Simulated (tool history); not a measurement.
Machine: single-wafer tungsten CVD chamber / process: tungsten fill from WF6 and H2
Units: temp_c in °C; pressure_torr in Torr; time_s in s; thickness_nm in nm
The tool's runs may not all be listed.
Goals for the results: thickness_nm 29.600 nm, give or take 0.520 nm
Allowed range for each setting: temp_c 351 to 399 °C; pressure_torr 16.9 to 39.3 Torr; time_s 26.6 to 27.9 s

run 1 hour=0.0 | temp_c=375 pressure_torr=28.1 time_s=27.9 | thickness_nm=47.284
run 2 hour=3.9 | temp_c=375 pressure_torr=23.9 time_s=27.9 | thickness_nm=43.343
run 3 hour=6.2 | temp_c=375 pressure_torr=23.9 time_s=27.9 | thickness_nm=42.990
run 4 hour=7.0 | temp_c=382 pressure_torr=23.9 time_s=27.9 | thickness_nm=51.067
run 5 hour=10.7 | temp_c=375 pressure_torr=23.9 time_s=27.9 | thickness_nm=43.300
run 6 hour=12.4 | temp_c=375 pressure_torr=23.9 time_s=27.9 | thickness_nm=43.282
run 7 hour=18.4 | temp_c=371 pressure_torr=23.8 time_s=27.9 | thickness_nm=39.094
run 8 hour=25.0 | temp_c=371 pressure_torr=23.8 time_s=27.9 | thickness_nm=39.135
run 9 hour=27.2 | temp_c=359 pressure_torr=23.5 time_s=27.9 | thickness_nm=28.855

Pick the move, out of 4, that brings all results within their allowed miss; only one does.
run A hour=29.4 | temp_c=363 pressure_torr=23.9 time_s=26.6 | thickness_nm=?
run B hour=29.4 | temp_c=362 pressure_torr=22.9 time_s=27.8 | thickness_nm=?
run C hour=29.4 | temp_c=362 pressure_torr=21.2 time_s=27.9 | thickness_nm=?
run D hour=29.4 | temp_c=361 pressure_torr=26.2 time_s=26.8 | thickness_nm=?

move=A thickness_nm=30.808
move=B thickness_nm=30.652
move=C thickness_nm=29.423
move=D thickness_nm=31.085
A: carries the result that was furthest off beyond its target, to the other side
B: carries the result that was furthest off beyond its target, to the other side
C: in spec on every target
D: carries the result that was furthest off beyond its target, to the other side
So the answer is move C, the one that meets all the targets.
